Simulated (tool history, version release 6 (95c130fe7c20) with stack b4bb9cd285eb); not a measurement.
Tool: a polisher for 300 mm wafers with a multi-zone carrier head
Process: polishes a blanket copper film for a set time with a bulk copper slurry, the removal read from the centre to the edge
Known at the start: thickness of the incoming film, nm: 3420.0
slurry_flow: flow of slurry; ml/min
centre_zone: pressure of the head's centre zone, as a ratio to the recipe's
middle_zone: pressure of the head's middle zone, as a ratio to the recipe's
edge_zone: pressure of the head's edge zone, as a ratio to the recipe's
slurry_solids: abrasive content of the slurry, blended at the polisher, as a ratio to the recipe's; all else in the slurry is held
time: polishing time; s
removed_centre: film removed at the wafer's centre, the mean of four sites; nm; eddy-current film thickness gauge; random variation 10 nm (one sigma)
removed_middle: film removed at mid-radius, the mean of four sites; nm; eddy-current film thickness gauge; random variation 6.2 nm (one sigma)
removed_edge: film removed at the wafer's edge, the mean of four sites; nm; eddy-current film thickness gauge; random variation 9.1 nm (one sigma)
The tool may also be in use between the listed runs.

run,day,slurry_flow,centre_zone,middle_zone,edge_zone,slurry_solids,time,removed_centre,removed_middle,removed_edge
1,0,175,1,1,1,1,83,1038.7,1030.2,1026.8
2,0.308,175,1,1,1,1,91,1107.8,1115.7,1135.2
3,0.55,175,1.06,1,1,1,91,1203.4,1110.5,1142.4
4,0.733,175,1.06,1.05,1,1,91,1176,1164.4,1125.4
5,0.871,175,1.06,1.05,0.97,1,91,1191.3,1164.6,1122
6,1.162,170,1.02,1.04,0.97,0.9,89,1054.5,1095.7,1059.5
7,1.475,165,1,1.04,0.95,0.85,88,1006.8,1053.7,1041.5

The next listed run, before its measurement:
8,1.542,170,0.99,1.05,0.94,0.8,86,?,?,?

removed_centre: 938.11 nm
removed_middle: 1022 nm
removed_edge: 962.54 nm
